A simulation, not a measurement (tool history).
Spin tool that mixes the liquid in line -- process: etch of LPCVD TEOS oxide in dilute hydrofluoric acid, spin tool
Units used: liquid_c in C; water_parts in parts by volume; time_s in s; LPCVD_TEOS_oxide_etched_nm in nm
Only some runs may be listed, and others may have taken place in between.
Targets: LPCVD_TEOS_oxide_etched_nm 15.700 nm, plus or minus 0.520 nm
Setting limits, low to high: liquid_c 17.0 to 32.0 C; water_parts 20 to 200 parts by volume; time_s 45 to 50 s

{"run": 1, "hour": 0.0, "liquid_c": 24.0, "water_parts": 110, "time_s": 45, "LPCVD_TEOS_oxide_etched_nm": 21.614}
{"run": 2, "hour": 7.8, "liquid_c": 24.0, "water_parts": 110, "time_s": 45, "LPCVD_TEOS_oxide_etched_nm": 21.706}
{"run": 3, "hour": 11.8, "liquid_c": 24.0, "water_parts": 95, "time_s": 45, "LPCVD_TEOS_oxide_etched_nm": 25.24}
{"run": 4, "hour": 19.9, "liquid_c": 25.5, "water_parts": 95, "time_s": 45, "LPCVD_TEOS_oxide_etched_nm": 27.389}
{"run": 5, "hour": 20.8, "liquid_c": 25.5, "water_parts": 95, "time_s": 50, "LPCVD_TEOS_oxide_etched_nm": 30.081}
{"run": 6, "hour": 23.4, "liquid_c": 25.5, "water_parts": 95, "time_s": 50, "LPCVD_TEOS_oxide_etched_nm": 30.047}
{"run": 7, "hour": 26.2, "liquid_c": 24.5, "water_parts": 100, "time_s": 50, "LPCVD_TEOS_oxide_etched_nm": 27.124}
{"run": 8, "hour": 31.3, "liquid_c": 23.5, "water_parts": 105, "time_s": 50, "LPCVD_TEOS_oxide_etched_nm": 24.755}
{"run": 9, "hour": 35.7, "liquid_c": 22.5, "water_parts": 110, "time_s": 50, "LPCVD_TEOS_oxide_etched_nm": 22.316}
{"run": 10, "hour": 39.9, "liquid_c": 22.5, "water_parts": 110, "time_s": 50, "LPCVD_TEOS_oxide_etched_nm": 22.668}
{"run": 11, "hour": 46.1, "liquid_c": 21.5, "water_parts": 110, "time_s": 50, "LPCVD_TEOS_oxide_etched_nm": 21.503}
{"run": 12, "hour": 54.7, "liquid_c": 21.0, "water_parts": 110, "time_s": 50, "LPCVD_TEOS_oxide_etched_nm": 21.358}
{"run": 13, "hour": 57.5, "liquid_c": 20.5, "water_parts": 110, "time_s": 50, "LPCVD_TEOS_oxide_etched_nm": 20.937}
{"run": 14, "hour": 64.2, "liquid_c": 20.0, "water_parts": 110, "time_s": 50, "LPCVD_TEOS_oxide_etched_nm": 20.415}
{"run": 15, "hour": 68.6, "liquid_c": 19.5, "water_parts": 110, "time_s": 50, "LPCVD_TEOS_oxide_etched_nm": 20.066}

Which of these 4 next moves meets every target?
{"run": "A", "hour": 73.0, "liquid_c": 19.5, "water_parts": 75, "time_s": 50, "LPCVD_TEOS_oxide_etched_nm": "?"}
{"run": "B", "hour": 73.0, "liquid_c": 18.0, "water_parts": 125, "time_s": 45, "LPCVD_TEOS_oxide_etched_nm": "?"}
{"run": "C", "hour": 73.0, "liquid_c": 17.0, "water_parts": 115, "time_s": 45, "LPCVD_TEOS_oxide_etched_nm": "?"}
{"run": "D", "hour": 73.0, "liquid_c": 20.0, "water_parts": 80, "time_s": 50, "LPCVD_TEOS_oxide_etched_nm": "?"}

move=A LPCVD_TEOS_oxide_etched_nm=31.260
move=B LPCVD_TEOS_oxide_etched_nm=15.023
move=C LPCVD_TEOS_oxide_etched_nm=15.827
move=D LPCVD_TEOS_oxide_etched_nm=29.753
A: moves away from the targets compared with the last run
B: moves the result that the last run missed by most past its target, out the other side
C: every result within its allowed miss
D: moves away from the targets compared with the last run
Go with C: it meets all targets.

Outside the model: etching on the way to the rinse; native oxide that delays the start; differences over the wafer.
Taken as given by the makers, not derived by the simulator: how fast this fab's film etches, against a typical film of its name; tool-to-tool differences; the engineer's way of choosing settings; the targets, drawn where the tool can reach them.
